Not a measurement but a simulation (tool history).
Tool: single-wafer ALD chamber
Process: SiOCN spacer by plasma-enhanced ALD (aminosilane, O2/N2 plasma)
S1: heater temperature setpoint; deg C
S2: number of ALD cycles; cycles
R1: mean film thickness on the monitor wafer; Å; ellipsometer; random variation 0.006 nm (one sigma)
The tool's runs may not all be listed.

run 1 day=0.000 | S1=420 S2=30 | R1=16.401
run 2 day=0.229 | S1=420 S2=32 | R1=17.620
run 3 day=0.504 | S1=425 S2=30 | R1=16.332
run 4 day=0.817 | S1=427 S2=29 | R1=15.607
run 5 day=0.917 | S1=430 S2=28 | R1=14.796
run 6 day=1.208 | S1=439 S2=28 | R1=14.329
run 7 day=1.325 | S1=440 S2=28 | R1=14.396
run 8 day=1.583 | S1=441 S2=28 | R1=14.172
run 9 day=1.779 | S1=442 S2=28 | R1=14.209

The next listed run, before its measurement:
-- day=1.958 thermocouple changed; heater temperature recalibrated
run 10 day=1.958 | S1=443 S2=28 | R1=?

{"run 10": {"R1": 14.49}}
